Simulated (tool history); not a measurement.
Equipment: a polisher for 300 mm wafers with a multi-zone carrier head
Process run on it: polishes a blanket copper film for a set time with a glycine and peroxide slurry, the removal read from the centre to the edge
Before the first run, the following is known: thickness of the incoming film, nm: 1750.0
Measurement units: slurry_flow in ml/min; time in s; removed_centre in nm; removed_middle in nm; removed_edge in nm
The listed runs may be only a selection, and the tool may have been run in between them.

run	hour	slurry_flow	centre_zone	middle_zone	edge_zone	time	removed_centre	removed_middle	removed_edge
1	0.0	140	1.00	1.00	1.00	65	359.22	370.65	383.37
2	6.6	140	1.00	1.00	0.93	65	344.40	362.97	357.32
3	8.6	140	1.00	1.00	0.84	65	352.71	365.26	343.07
4	17.1	165	1.00	1.00	0.84	65	369.37	380.09	348.12
5	17.9	145	1.00	1.00	0.84	65	354.05	360.95	344.26
6	18.8	115	1.00	1.00	0.84	65	341.21	359.45	338.94
7	27.0	115	1.01	1.00	0.87	68	360.53	361.08	354.05
8	32.7	120	1.01	1.01	0.90	71	379.85	385.64	367.58
9	33.4	130	1.00	1.00	0.93	74	395.14	404.90	407.09

Run 10 is up next; what results do you expect?
10	37.8	135	1.01	1.00	0.95	76	?	?	?

{"run 10": {"removed_centre": 421.22, "removed_middle": 423.61, "removed_edge": 415.84}}

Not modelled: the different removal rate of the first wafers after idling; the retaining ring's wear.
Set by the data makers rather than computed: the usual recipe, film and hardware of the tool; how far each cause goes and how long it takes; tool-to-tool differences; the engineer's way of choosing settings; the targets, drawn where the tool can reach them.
